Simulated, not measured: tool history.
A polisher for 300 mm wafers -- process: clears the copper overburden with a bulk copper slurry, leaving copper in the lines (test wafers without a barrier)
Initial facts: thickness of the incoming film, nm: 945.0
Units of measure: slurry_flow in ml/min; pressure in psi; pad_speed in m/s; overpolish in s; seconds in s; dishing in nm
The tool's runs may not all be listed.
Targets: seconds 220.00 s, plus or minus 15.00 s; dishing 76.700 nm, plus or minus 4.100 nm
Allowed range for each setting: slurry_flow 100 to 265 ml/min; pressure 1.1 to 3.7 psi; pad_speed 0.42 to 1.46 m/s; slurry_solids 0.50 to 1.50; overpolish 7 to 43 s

| run | hour | slurry_flow | pressure | pad_speed | slurry_solids | overpolish | seconds | dishing |
|---|---|---|---|---|---|---|---|---|
| 1 | 0.0 | 170 | 2.4 | 0.94 | 1.00 | 22 | 142.35 | 77.087 |
| 2 | 5.1 | 170 | 2.4 | 0.94 | 1.00 | 28 | 151.58 | 87.238 |
| 3 | 6.8 | 170 | 2.2 | 0.92 | 1.00 | 29 | 158.76 | 87.207 |
| 4 | 8.3 | 170 | 2.0 | 0.90 | 1.00 | 30 | 186.45 | 79.539 |
| 5 | 15.8 | 170 | 1.6 | 0.90 | 1.00 | 30 | 231.92 | 68.476 |
| 6 | 21.1 | 195 | 1.6 | 0.90 | 1.00 | 30 | 225.11 | 69.871 |
| 7 | 24.0 | 195 | 1.6 | 0.90 | 1.00 | 31 | 225.35 | 72.948 |
| 8 | 31.7 | 195 | 1.6 | 0.90 | 1.00 | 32 | 222.00 | 72.796 |

5 candidate next runs follow, results not yet known. Just one meets every target within its allowed miss. Identify it.
| A | 39.4 | 205 | 1.5 | 0.90 | 1.00 | 31 | ? | ? |
| B | 39.4 | 200 | 1.9 | 0.82 | 1.05 | 25 | ? | ? |
| C | 39.4 | 160 | 1.7 | 0.92 | 0.80 | 37 | ? | ? |
| D | 39.4 | 175 | 1.5 | 0.98 | 1.00 | 29 | ? | ? |
| E | 39.4 | 170 | 1.5 | 1.00 | 0.95 | 29 | ? | ? |

| move | seconds | dishing |
|---|---|---|
| A | 242.49 | 68.206 |
| B | 209.89 | 68.081 |
| C | 230.56 | 77.456 |
| D | 228.62 | 67.940 |
| E | 227.95 | 68.041 |
A: moves away from the targets compared with the last run
B: moves away from the targets compared with the last run
C: every result lands within tolerance
D: moves away from the targets compared with the last run
E: moves away from the targets compared with the last run
The move that meets every target is C.
